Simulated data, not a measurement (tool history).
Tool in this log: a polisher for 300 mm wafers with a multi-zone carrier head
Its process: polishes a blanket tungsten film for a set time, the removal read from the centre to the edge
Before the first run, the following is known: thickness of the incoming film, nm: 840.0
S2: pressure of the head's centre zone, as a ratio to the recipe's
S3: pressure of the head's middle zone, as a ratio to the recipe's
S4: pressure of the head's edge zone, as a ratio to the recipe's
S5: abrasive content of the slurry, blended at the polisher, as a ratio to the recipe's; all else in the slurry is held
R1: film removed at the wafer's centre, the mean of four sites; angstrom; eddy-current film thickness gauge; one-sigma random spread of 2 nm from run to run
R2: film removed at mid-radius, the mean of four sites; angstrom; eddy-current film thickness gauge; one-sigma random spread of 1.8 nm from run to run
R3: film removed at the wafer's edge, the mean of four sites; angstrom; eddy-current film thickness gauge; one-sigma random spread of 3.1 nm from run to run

Run 1, hour 0.0: flow of slurry (ml/min) 300, S2 1.00, S3 1.00, S4 1.00, S5 1.00, polishing time (s) 44. Result: R1 3597.2 angstrom, R2 3590.3 angstrom, R3 3539.8 angstrom.
Run 2, hour 3.5: flow of slurry (ml/min) 295, S2 0.97, S3 1.00, S4 0.97, S5 0.90, polishing time (s) 43. Result: R1 3341.6 angstrom, R2 3471.1 angstrom, R3 3294.8 angstrom.
Run 3, hour 5.5: flow of slurry (ml/min) 295, S2 0.97, S3 1.00, S4 0.97, S5 1.05, polishing time (s) 43. Result: R1 3458.0 angstrom, R2 3561.8 angstrom, R3 3511.9 angstrom.
Run 4, hour 6.1: flow of slurry (ml/min) 295, S2 0.97, S3 1.00, S4 0.97, S5 0.95, polishing time (s) 43. Result: R1 3424.3 angstrom, R2 3473.0 angstrom, R3 3430.4 angstrom.
Run 5, hour 7.0: flow of slurry (ml/min) 295, S2 0.95, S3 1.01, S4 0.97, S5 0.85, polishing time (s) 42. Result: R1 3184.0 angstrom, R2 3384.4 angstrom, R3 3283.1 angstrom.
Run 6, hour 7.9: flow of slurry (ml/min) 295, S2 0.95, S3 1.01, S4 1.00, S5 0.85, polishing time (s) 42. Result: R1 3141.5 angstrom, R2 3370.6 angstrom, R3 3248.1 angstrom.
Run 7, hour 10.5: flow of slurry (ml/min) 295, S2 0.95, S3 1.01, S4 1.00, S5 0.85, polishing time (s) 42. Result: R1 3122.5 angstrom, R2 3315.1 angstrom, R3 3286.7 angstrom.
Run 8, hour 13.2: flow of slurry (ml/min) 290, S2 0.93, S3 1.01, S4 0.98, S5 0.80, polishing time (s) 41. Result: R1 2938.0 angstrom, R2 3215.4 angstrom, R3 3090.9 angstrom.
Run 9, hour 17.4: flow of slurry (ml/min) 280, S2 0.91, S3 1.00, S4 0.96, S5 0.75, polishing time (s) 41. Result: R1 2867.2 angstrom, R2 3127.1 angstrom, R3 3041.4 angstrom.
Run 10, hour 19.8: flow of slurry (ml/min) 275, S2 0.90, S3 1.00, S4 0.95, S5 0.70, polishing time (s) 41. Result: R1 2797.6 angstrom, R2 3053.7 angstrom, R3 3010.0 angstrom.
Run 11, hour 23.2: flow of slurry (ml/min) 275, S2 0.89, S3 1.01, S4 0.94, S5 0.65, polishing time (s) 40. Result: R1 2676.7 angstrom, R2 2961.8 angstrom, R3 2807.3 angstrom.
Run 12, hour 28.2: flow of slurry (ml/min) 270, S2 0.88, S3 1.01, S4 0.93, S5 0.60, polishing time (s) 40. Result: R1 2567.0 angstrom, R2 2894.3 angstrom, R3 2731.4 angstrom.

Run 13 has not been measured yet. What should we expect?
Run 13, hour 34.6: flow of slurry (ml/min) 270, S2 0.88, S3 1.01, S4 0.93, S5 0.60, polishing time (s) 40. Result: R1 ?, R2 ?, R3 ?.

For run 13 the tool returned R1 2606.1 angstrom, R2 2902.0 angstrom, R3 2758.3 angstrom.
